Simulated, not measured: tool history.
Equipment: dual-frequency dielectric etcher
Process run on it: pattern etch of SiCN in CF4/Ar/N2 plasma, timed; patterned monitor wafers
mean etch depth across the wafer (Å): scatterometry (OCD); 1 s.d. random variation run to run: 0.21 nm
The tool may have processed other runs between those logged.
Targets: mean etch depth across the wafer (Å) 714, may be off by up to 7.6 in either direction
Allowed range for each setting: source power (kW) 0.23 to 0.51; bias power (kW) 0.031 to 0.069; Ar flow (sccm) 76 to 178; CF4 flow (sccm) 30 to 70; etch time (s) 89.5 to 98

| run | hour | source power (kW) | bias power (kW) | Ar flow (sccm) | CF4 flow (sccm) | etch time (s) | mean etch depth across the wafer (Å) |
|---|---|---|---|---|---|---|---|
| 1 | 0 | 0.37 | 0.05 | 127 | 50 | 98 | 622.94 |
| 2 | 7 | 0.38 | 0.05 | 127 | 50 | 98 | 629.29 |
| 3 | 9.3 | 0.38 | 0.057 | 127 | 50 | 98 | 668.02 |
| 4 | 13 | 0.38 | 0.053 | 127 | 50 | 98 | 645.96 |
| 5 | 16.2 | 0.38 | 0.053 | 127 | 43 | 98 | 637.68 |
| 6 | 17.9 | 0.39 | 0.053 | 127 | 43 | 98 | 646.28 |
| 7 | 22.2 | 0.4 | 0.053 | 127 | 43 | 98 | 653.86 |
| 8 | 27.2 | 0.41 | 0.053 | 127 | 43 | 98 | 665.95 |
| 9 | 32.5 | 0.45 | 0.053 | 127 | 43 | 98 | 705.6 |

Consider the 4 candidate settings below. Which is the only one whose results all fall within their allowed miss of target?
| A | 37.8 | 0.42 | 0.063 | 131 | 52 | 94 | ? |
| B | 37.8 | 0.5 | 0.058 | 112 | 30 | 92 | ? |
| C | 37.8 | 0.48 | 0.049 | 116 | 45 | 94 | ? |
| D | 37.8 | 0.45 | 0.051 | 93 | 43 | 92.5 | ? |

| move | mean etch depth across the wafer (Å) |
|---|---|
| A | 714.43 |
| B | 729.74 |
| C | 695.07 |
| D | 696.06 |
A: hits every target within its allowed miss
B: carries the result that was furthest off beyond its target, to the other side
C: lands further from the targets than the last run did
D: lands further from the targets than the last run did
The right move is A.
